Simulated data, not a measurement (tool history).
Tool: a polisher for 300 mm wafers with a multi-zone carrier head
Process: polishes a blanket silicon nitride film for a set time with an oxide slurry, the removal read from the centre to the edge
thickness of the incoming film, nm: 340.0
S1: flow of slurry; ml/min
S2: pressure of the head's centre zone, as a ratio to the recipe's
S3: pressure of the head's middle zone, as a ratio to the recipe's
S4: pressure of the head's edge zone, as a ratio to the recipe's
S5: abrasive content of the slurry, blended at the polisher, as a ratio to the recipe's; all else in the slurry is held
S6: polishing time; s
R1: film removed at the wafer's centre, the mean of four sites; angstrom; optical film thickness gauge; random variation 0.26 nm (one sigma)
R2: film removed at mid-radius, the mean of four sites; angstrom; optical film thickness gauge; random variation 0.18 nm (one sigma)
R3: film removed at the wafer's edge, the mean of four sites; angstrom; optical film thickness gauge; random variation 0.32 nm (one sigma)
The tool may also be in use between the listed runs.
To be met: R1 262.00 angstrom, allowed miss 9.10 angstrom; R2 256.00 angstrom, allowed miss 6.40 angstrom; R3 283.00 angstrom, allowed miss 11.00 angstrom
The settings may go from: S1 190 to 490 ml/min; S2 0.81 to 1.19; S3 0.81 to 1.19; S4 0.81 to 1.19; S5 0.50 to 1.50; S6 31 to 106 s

run,day,S1,S2,S3,S4,S5,S6,R1,R2,R3
1,0.000,315,1.00,1.00,1.00,1.00,68,493.65,489.48,490.26
2,0.058,315,1.00,1.00,1.07,1.00,68,499.15,492.43,505.35
3,0.262,315,0.99,0.98,1.05,0.95,66,476.64,462.70,481.73
4,0.371,345,0.99,0.98,1.05,0.95,66,476.56,467.39,481.36
5,0.629,340,0.98,0.97,1.04,0.90,64,443.91,436.40,465.51
6,0.796,340,0.98,1.03,1.04,0.90,64,445.70,455.35,454.73
7,0.900,305,0.91,0.93,0.94,0.65,45,262.72,269.90,267.61
8,1.167,305,0.91,0.92,0.95,0.65,45,257.27,268.78,276.30
9,1.329,305,0.91,0.91,0.95,0.65,45,257.10,269.47,274.97
10,1.692,305,0.91,0.90,0.95,0.65,45,257.24,262.25,276.80

4 next moves are on the table. One of them brings every result within its allowed miss. Which?
A,2.054,355,0.95,0.97,0.92,0.65,43,?,?,?
B,2.054,320,0.86,0.91,0.98,0.50,50,?,?,?
C,2.054,310,0.91,0.82,0.99,0.55,48,?,?,?
D,2.054,345,0.94,0.92,0.94,0.90,40,?,?,?

move,R1,R2,R3
A,260.65,265.99,257.54
B,249.72,272.19,281.80
C,261.20,254.34,280.30
D,267.09,267.54,269.75
A: further off than the last run
B: further off than the last run
C: meets every target
D: further off than the last run
The right move is C.
